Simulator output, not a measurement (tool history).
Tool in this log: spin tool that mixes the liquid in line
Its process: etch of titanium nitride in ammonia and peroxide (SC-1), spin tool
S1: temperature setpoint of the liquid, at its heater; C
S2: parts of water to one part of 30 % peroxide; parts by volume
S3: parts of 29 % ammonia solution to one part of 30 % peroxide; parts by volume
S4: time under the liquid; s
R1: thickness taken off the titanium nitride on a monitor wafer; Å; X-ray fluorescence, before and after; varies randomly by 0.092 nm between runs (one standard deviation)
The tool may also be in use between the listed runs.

run,day,S1,S2,S3,S4,R1
1,0.000,60.0,7.5,0.6,65,73.638
2,0.079,67.0,7.5,0.6,65,116.300
3,0.283,67.0,5.5,0.6,65,132.730
4,0.442,66.5,5.5,0.6,65,130.780
5,0.554,66.0,5.5,0.6,65,125.280
6,0.746,65.5,5.5,0.6,65,121.570

For run 7, what comes out?
7,0.871,65.0,5.5,0.6,65,?

{"run 7": {"R1": 118.04}}
